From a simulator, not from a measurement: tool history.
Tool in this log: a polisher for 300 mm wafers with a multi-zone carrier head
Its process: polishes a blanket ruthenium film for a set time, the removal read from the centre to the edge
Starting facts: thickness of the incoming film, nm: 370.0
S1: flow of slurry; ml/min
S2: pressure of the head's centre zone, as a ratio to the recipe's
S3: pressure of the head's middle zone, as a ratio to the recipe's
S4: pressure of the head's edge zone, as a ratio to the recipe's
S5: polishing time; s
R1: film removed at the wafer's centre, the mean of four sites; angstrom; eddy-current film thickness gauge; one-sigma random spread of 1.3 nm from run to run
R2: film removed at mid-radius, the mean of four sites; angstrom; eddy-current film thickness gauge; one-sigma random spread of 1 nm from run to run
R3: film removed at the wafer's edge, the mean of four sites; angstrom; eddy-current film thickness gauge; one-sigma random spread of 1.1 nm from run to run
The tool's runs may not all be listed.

{"run": 1, "hour": 0.0, "S1": 130, "S2": 1, "S3": 1, "S4": 1, "S5": 54, "R1": 929.76, "R2": 907.32, "R3": 920.32}
{"run": 2, "hour": 0.7, "S1": 130, "S2": 1, "S3": 0.94, "S4": 1, "S5": 54, "R1": 927.87, "R2": 865.02, "R3": 924.22}
{"run": 3, "hour": 9.3, "S1": 130, "S2": 1, "S3": 0.94, "S4": 1, "S5": 60, "R1": 1015.1, "R2": 952.09, "R3": 1034}
{"run": 4, "hour": 16.6, "S1": 130, "S2": 1, "S3": 0.94, "S4": 1.08, "S5": 60, "R1": 1005.4, "R2": 963.79, "R3": 1074.1}
{"run": 5, "hour": 20.3, "S1": 130, "S2": 0.93, "S3": 0.94, "S4": 1.08, "S5": 60, "R1": 951.27, "R2": 959.44, "R3": 1073.4}
{"run": 6, "hour": 22.2, "S1": 130, "S2": 0.93, "S3": 0.94, "S4": 1.08, "S5": 69, "R1": 1089.3, "R2": 1117.8, "R3": 1235.6}
{"run": 7, "hour": 27.7, "S1": 135, "S2": 0.96, "S3": 0.94, "S4": 1.04, "S5": 69, "R1": 1114, "R2": 1133.5, "R3": 1212.9}

Forecast run 8:
{"run": 8, "hour": 33.0, "S1": 135, "S2": 0.99, "S3": 0.94, "S4": 1.01, "S5": 69, "R1": "?", "R2": "?", "R3": "?"}

{"run 8": {"R1": 1162.4, "R2": 1093.9, "R3": 1188.3}}
